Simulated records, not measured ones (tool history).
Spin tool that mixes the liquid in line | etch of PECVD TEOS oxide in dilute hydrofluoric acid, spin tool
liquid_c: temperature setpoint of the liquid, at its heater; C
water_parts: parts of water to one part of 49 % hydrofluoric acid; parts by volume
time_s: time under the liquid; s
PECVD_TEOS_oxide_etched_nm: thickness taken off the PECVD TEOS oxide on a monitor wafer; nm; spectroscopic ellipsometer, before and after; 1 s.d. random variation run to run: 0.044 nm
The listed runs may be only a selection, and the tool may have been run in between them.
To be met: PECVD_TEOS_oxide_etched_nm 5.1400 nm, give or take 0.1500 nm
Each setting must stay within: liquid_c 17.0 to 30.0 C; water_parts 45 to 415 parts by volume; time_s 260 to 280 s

run 1 hour=0.0 | liquid_c=22.0 water_parts=230 time_s=260 | PECVD_TEOS_oxide_etched_nm=9.0250
run 2 hour=3.9 | liquid_c=22.0 water_parts=150 time_s=260 | PECVD_TEOS_oxide_etched_nm=14.7120
run 3 hour=7.2 | liquid_c=22.0 water_parts=150 time_s=280 | PECVD_TEOS_oxide_etched_nm=16.0340
run 4 hour=14.0 | liquid_c=21.5 water_parts=180 time_s=280 | PECVD_TEOS_oxide_etched_nm=12.8100
run 5 hour=14.8 | liquid_c=21.0 water_parts=200 time_s=280 | PECVD_TEOS_oxide_etched_nm=11.1020
run 6 hour=18.3 | liquid_c=20.5 water_parts=215 time_s=280 | PECVD_TEOS_oxide_etched_nm=10.0080
run 7 hour=25.8 | liquid_c=20.0 water_parts=230 time_s=280 | PECVD_TEOS_oxide_etched_nm=9.0135
run 8 hour=28.0 | liquid_c=19.5 water_parts=240 time_s=280 | PECVD_TEOS_oxide_etched_nm=8.2172
run 9 hour=30.1 | liquid_c=19.0 water_parts=250 time_s=280 | PECVD_TEOS_oxide_etched_nm=7.8529
run 10 hour=32.5 | liquid_c=18.5 water_parts=260 time_s=280 | PECVD_TEOS_oxide_etched_nm=7.3157
run 11 hour=34.1 | liquid_c=18.5 water_parts=260 time_s=280 | PECVD_TEOS_oxide_etched_nm=7.2953
run 12 hour=36.2 | liquid_c=18.5 water_parts=270 time_s=280 | PECVD_TEOS_oxide_etched_nm=6.9868
run 13 hour=38.0 | liquid_c=18.5 water_parts=280 time_s=280 | PECVD_TEOS_oxide_etched_nm=6.6820
run 14 hour=40.3 | liquid_c=18.5 water_parts=285 time_s=280 | PECVD_TEOS_oxide_etched_nm=6.5783
run 15 hour=42.4 | liquid_c=18.5 water_parts=290 time_s=280 | PECVD_TEOS_oxide_etched_nm=6.3366
run 16 hour=49.5 | liquid_c=18.5 water_parts=295 time_s=280 | PECVD_TEOS_oxide_etched_nm=6.2816
run 17 hour=50.1 | liquid_c=18.5 water_parts=300 time_s=280 | PECVD_TEOS_oxide_etched_nm=6.1278
run 18 hour=50.9 | liquid_c=18.5 water_parts=305 time_s=280 | PECVD_TEOS_oxide_etched_nm=6.0134
run 19 hour=58.9 | liquid_c=18.5 water_parts=305 time_s=280 | PECVD_TEOS_oxide_etched_nm=5.9872

Consider the 4 candidate settings below. Which is the only one whose results all fall within their allowed miss of target?
run A hour=66.9 | liquid_c=20.5 water_parts=345 time_s=260 | PECVD_TEOS_oxide_etched_nm=?
run B hour=66.9 | liquid_c=19.0 water_parts=260 time_s=280 | PECVD_TEOS_oxide_etched_nm=?
run C hour=66.9 | liquid_c=19.0 water_parts=240 time_s=265 | PECVD_TEOS_oxide_etched_nm=?
run D hour=66.9 | liquid_c=17.5 water_parts=270 time_s=280 | PECVD_TEOS_oxide_etched_nm=?

move=A PECVD_TEOS_oxide_etched_nm=5.1371
move=B PECVD_TEOS_oxide_etched_nm=7.4927
move=C PECVD_TEOS_oxide_etched_nm=7.8237
move=D PECVD_TEOS_oxide_etched_nm=6.7555
A: every result within its allowed miss
B: the biggest miss grows against the last run
C: the biggest miss grows against the last run
D: the biggest miss grows against the last run
Move A is the one to make.

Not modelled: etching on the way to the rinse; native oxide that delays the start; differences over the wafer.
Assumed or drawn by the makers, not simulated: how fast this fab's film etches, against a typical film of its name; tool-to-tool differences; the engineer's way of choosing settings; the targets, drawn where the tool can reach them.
